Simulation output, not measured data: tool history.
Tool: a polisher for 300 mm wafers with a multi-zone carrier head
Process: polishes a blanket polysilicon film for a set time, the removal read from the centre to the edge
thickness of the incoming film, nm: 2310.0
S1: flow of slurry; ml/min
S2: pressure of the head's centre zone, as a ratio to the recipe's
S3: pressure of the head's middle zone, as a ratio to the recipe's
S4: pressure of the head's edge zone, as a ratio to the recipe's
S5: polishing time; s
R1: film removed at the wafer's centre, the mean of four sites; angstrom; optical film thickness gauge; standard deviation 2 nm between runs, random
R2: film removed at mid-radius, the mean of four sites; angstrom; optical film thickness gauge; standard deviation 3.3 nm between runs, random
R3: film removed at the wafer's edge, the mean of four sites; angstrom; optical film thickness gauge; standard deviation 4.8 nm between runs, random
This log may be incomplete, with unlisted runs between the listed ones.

run 1 hour=0 | S1=315 S2=1 S3=1 S4=1 S5=86 | R1=6419 R2=6545.9 R3=6298.1
run 2 hour=3.4 | S1=315 S2=1.07 S3=1 S4=1 S5=86 | R1=6804 R2=6548.1 R3=6496.7
run 3 hour=6.8 | S1=295 S2=0.99 S3=1 S4=1 S5=72 | R1=5254 R2=5419.1 R3=5479
run 4 hour=8.1 | S1=295 S2=0.99 S3=1 S4=1.04 S5=72 | R1=5310 R2=5368.8 R3=5405.8
run 5 hour=11.7 | S1=295 S2=0.99 S3=1 S4=1.1 S5=72 | R1=5267.7 R2=5472.4 R3=5399.6
run 6 hour=20 | S1=295 S2=0.99 S3=1 S4=1.17 S5=72 | R1=5220.4 R2=5538.5 R3=5722.7
run 7 hour=21.1 | S1=290 S2=0.94 S3=1.02 S4=1.1 S5=63 | R1=4355 R2=4829.8 R3=4833.4
run 8 hour=23.1 | S1=255 S2=0.84 S3=1.07 S4=1 S5=51 | R1=3094.5 R2=3984.1 R3=3802.8

Estimate the outcome of run 9 from the log above:
run 9 hour=31.5 | S1=290 S2=0.89 S3=1.07 S4=0.9 S5=51 | R1=? R2=? R3=?

{"run 9": {"R1": 3368.1, "R2": 4079.7, "R3": 3595.2}}
